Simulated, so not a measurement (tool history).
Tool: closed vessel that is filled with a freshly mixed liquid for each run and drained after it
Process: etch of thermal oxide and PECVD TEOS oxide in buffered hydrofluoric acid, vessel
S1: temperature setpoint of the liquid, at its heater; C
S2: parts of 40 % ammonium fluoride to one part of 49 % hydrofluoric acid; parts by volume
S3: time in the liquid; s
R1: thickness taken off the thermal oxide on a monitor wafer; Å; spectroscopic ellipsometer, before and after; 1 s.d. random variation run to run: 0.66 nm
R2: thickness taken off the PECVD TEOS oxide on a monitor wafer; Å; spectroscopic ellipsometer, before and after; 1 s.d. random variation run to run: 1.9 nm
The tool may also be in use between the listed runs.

| run | hour | S1 | S2 | S3 | R1 | R2 |
|---|---|---|---|---|---|---|
| 1 | 0 | 22 | 9.5 | 60 | 643.27 | 1395.5 |
| 2 | 5.4 | 23.5 | 9.5 | 60 | 709.26 | 1532.4 |
| 3 | 8.4 | 23.5 | 9.5 | 70 | 824.3 | 1775.5 |
| 4 | 10.2 | 23.5 | 9.5 | 95 | 1123.7 | 2444.4 |
| 5 | 13.9 | 22.5 | 9.5 | 95 | 1060.5 | 2315 |
| 6 | 18.6 | 21.5 | 9.5 | 95 | 1004.1 | 2194.6 |
| 7 | 23 | 21 | 9.5 | 95 | 979.25 | 2128.4 |
| 8 | 26 | 20.5 | 9.5 | 95 | 949.66 | 2062 |
| 9 | 33.7 | 20.5 | 9.5 | 95 | 956.59 | 2095.9 |

Run 10, settings as shown, results not yet in. Your forecast:
| 10 | 35.7 | 20 | 9.5 | 95 | ? | ? |

R1: 918.81 Å
R2: 2025 Å
